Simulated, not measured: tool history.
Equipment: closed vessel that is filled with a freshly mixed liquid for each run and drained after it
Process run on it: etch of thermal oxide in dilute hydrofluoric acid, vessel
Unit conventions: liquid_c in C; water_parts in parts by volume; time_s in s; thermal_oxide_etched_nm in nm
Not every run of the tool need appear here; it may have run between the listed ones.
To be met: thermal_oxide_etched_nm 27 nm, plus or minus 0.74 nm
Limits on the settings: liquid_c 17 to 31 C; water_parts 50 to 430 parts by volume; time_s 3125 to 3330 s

run 1 hour=0 | liquid_c=23 water_parts=240 time_s=3125 | thermal_oxide_etched_nm=52.287
run 2 hour=0.8 | liquid_c=23 water_parts=240 time_s=3330 | thermal_oxide_etched_nm=55.887
run 3 hour=6.2 | liquid_c=23 water_parts=240 time_s=3125 | thermal_oxide_etched_nm=51.835
run 4 hour=10.1 | liquid_c=21.5 water_parts=265 time_s=3125 | thermal_oxide_etched_nm=43.594
run 5 hour=17.3 | liquid_c=20.5 water_parts=285 time_s=3125 | thermal_oxide_etched_nm=38.681
run 6 hour=25.1 | liquid_c=19.5 water_parts=300 time_s=3125 | thermal_oxide_etched_nm=34.617
run 7 hour=30 | liquid_c=19 water_parts=310 time_s=3125 | thermal_oxide_etched_nm=32.966
run 8 hour=32.5 | liquid_c=18.5 water_parts=320 time_s=3125 | thermal_oxide_etched_nm=30.634
run 9 hour=38.9 | liquid_c=18 water_parts=325 time_s=3125 | thermal_oxide_etched_nm=29.344
run 10 hour=41.4 | liquid_c=18 water_parts=330 time_s=3125 | thermal_oxide_etched_nm=28.876

Below are 5 possible settings for the next run. Only one of them brings all results inside the allowed miss of their targets. Which is it?
run A hour=43.9 | liquid_c=19 water_parts=330 time_s=3140 | thermal_oxide_etched_nm=?
run B hour=43.9 | liquid_c=18.5 water_parts=345 time_s=3295 | thermal_oxide_etched_nm=?
run C hour=43.9 | liquid_c=21.5 water_parts=345 time_s=3240 | thermal_oxide_etched_nm=?
run D hour=43.9 | liquid_c=19 water_parts=365 time_s=3155 | thermal_oxide_etched_nm=?
run E hour=43.9 | liquid_c=21 water_parts=345 time_s=3170 | thermal_oxide_etched_nm=?

move=A thermal_oxide_etched_nm=30.346
move=B thermal_oxide_etched_nm=29.535
move=C thermal_oxide_etched_nm=32.321
move=D thermal_oxide_etched_nm=26.768
move=E thermal_oxide_etched_nm=31.073
A: further off than the last run
B: further off than the last run
C: further off than the last run
D: meets every target
E: further off than the last run
Move D is the one to make.

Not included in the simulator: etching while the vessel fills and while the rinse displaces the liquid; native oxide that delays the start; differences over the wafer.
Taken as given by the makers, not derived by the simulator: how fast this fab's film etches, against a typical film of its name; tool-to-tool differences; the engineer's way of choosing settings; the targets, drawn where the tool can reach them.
